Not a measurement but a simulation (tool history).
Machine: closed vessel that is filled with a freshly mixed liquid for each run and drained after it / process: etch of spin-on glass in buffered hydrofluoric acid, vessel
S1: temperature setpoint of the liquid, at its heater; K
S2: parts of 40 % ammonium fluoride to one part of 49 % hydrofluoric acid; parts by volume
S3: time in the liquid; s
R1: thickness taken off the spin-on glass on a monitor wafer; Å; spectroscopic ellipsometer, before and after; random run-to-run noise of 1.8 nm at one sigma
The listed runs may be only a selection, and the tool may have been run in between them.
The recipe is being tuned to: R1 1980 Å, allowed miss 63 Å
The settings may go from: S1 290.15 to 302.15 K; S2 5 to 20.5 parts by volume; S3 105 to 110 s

run 1 hour=0 | S1=294.15 S2=12.5 S3=105 | R1=2680.6
run 2 hour=6.2 | S1=294.15 S2=12.5 S3=105 | R1=2640
run 3 hour=15.3 | S1=294.15 S2=12.5 S3=105 | R1=2667.4
run 4 hour=22.6 | S1=293.15 S2=13 S3=105 | R1=2421.7
run 5 hour=24.2 | S1=293.15 S2=10 S3=105 | R1=3144.9
run 6 hour=25.8 | S1=293.15 S2=10 S3=105 | R1=3073.8
run 7 hour=28.3 | S1=292.15 S2=11 S3=105 | R1=2717.2
run 8 hour=36.4 | S1=291.65 S2=12 S3=105 | R1=2379.4
run 9 hour=43.3 | S1=291.15 S2=12.5 S3=105 | R1=2233
run 10 hour=47.6 | S1=290.65 S2=12.5 S3=105 | R1=2191.1
run 11 hour=49.2 | S1=290.65 S2=13 S3=105 | R1=2070.6

Pick the move, out of 4, that brings all results within their allowed miss; only one does.
run A hour=50.8 | S1=290.65 S2=14.5 S3=105 | R1=?
run B hour=50.8 | S1=290.65 S2=14.5 S3=110 | R1=?
run C hour=50.8 | S1=291.65 S2=16 S3=105 | R1=?
run D hour=50.8 | S1=290.15 S2=14.5 S3=105 | R1=?

move=A R1=1902
move=B R1=1992.5
move=C R1=1826.2
move=D R1=1849
A: pushes the last run's worst result past its target
B: each result inside its tolerance
C: pushes the last run's worst result past its target
D: pushes the last run's worst result past its target
B meets every target.

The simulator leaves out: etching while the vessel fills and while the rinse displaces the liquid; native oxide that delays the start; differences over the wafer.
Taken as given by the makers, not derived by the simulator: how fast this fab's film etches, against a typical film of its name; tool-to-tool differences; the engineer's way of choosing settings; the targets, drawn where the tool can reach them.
